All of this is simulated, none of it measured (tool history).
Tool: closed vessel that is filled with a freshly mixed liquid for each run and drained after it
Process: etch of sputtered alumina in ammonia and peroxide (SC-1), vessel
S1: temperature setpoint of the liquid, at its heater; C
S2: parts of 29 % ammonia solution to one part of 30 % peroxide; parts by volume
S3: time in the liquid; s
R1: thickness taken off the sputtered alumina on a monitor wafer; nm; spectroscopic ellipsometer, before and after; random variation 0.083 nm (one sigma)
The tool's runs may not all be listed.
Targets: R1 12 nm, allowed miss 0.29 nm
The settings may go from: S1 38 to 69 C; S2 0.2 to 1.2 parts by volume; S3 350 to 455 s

{"run": 1, "hour": 0.0, "S1": 53, "S2": 0.85, "S3": 455, "R1": 25.932}
{"run": 2, "hour": 5.5, "S1": 53, "S2": 0.85, "S3": 455, "R1": 25.826}
{"run": 3, "hour": 13.5, "S1": 49.5, "S2": 0.85, "S3": 455, "R1": 21.056}
{"run": 4, "hour": 19.9, "S1": 53, "S2": 0.85, "S3": 455, "R1": 25.534}
{"run": 5, "hour": 21.1, "S1": 50, "S2": 0.85, "S3": 455, "R1": 21.498}
{"run": 6, "hour": 30.5, "S1": 47.5, "S2": 0.85, "S3": 455, "R1": 18.824}
{"run": 7, "hour": 33.7, "S1": 45.5, "S2": 0.85, "S3": 455, "R1": 16.685}
{"run": 8, "hour": 43.0, "S1": 38.5, "S2": 0.85, "S3": 455, "R1": 11.222}
{"run": 9, "hour": 46.6, "S1": 39, "S2": 0.85, "S3": 455, "R1": 11.548}

5 next moves are on the table. One of them brings every result within its allowed miss. Which?
{"run": "A", "hour": 50.2, "S1": 40, "S2": 1.15, "S3": 435, "R1": "?"}
{"run": "B", "hour": 50.2, "S1": 40.5, "S2": 1.2, "S3": 450, "R1": "?"}
{"run": "C", "hour": 50.2, "S1": 39, "S2": 0.8, "S3": 425, "R1": "?"}
{"run": "D", "hour": 50.2, "S1": 41.5, "S2": 0.6, "S3": 450, "R1": "?"}
{"run": "E", "hour": 50.2, "S1": 41.5, "S2": 0.5, "S3": 455, "R1": "?"}

move=A R1=12.064
move=B R1=12.906
move=C R1=10.731
move=D R1=12.808
move=E R1=12.727
A: meets every target
B: takes the result that was furthest off past its target
C: further off than the last run
D: takes the result that was furthest off past its target
E: takes the result that was furthest off past its target
Answer: A

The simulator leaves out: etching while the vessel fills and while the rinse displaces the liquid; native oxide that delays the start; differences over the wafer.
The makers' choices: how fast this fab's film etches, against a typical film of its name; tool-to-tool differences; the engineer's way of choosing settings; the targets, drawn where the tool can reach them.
